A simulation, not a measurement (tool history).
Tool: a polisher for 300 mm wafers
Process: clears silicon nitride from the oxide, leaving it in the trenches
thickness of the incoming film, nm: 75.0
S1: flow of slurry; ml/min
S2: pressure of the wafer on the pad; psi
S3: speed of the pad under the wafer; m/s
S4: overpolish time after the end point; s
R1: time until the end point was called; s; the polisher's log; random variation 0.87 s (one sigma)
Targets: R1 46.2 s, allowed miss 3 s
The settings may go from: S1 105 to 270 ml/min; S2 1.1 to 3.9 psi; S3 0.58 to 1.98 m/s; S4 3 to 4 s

run	day	S1	S2	S3	S4	R1
1	0	175	2.5	1.28	4	62.123
2	0.212	175	2.6	1.28	4	59.535
3	0.367	175	2	1.28	4	73.801
4	0.462	175	2	1.28	4	72.856
5	0.538	175	1.4	1.28	4	93.699
6	0.821	175	1.4	1.28	3	92.467
7	1.092	180	2.1	1.42	3	64.308
8	1.321	180	2.2	1.42	3	64.655
9	1.512	180	2.2	1.42	3	60.449
10	1.783	180	2.2	1.42	3	62.091
11	1.917	180	2.3	1.42	3	60.953
12	2.242	180	2.4	1.42	3	56.561
13	2.371	180	2.5	1.42	3	57.261
14	2.675	180	2.6	1.42	3	53.125
15	3.046	180	2.8	1.44	3	48.932

Which of these 5 next moves meets every target?
A	3.417	155	2.8	1.32	3	?
B	3.417	190	2.6	1.44	3	?
C	3.417	210	2.7	1.6	3	?
D	3.417	145	2.8	1.22	4	?
E	3.417	185	2.8	1.36	4	?

move	R1
A	55.434
B	53.314
C	46.806
D	59.652
E	52.537
A: further off than the last run
B: further off than the last run
C: meets every target
D: further off than the last run
E: further off than the last run
Answer: C
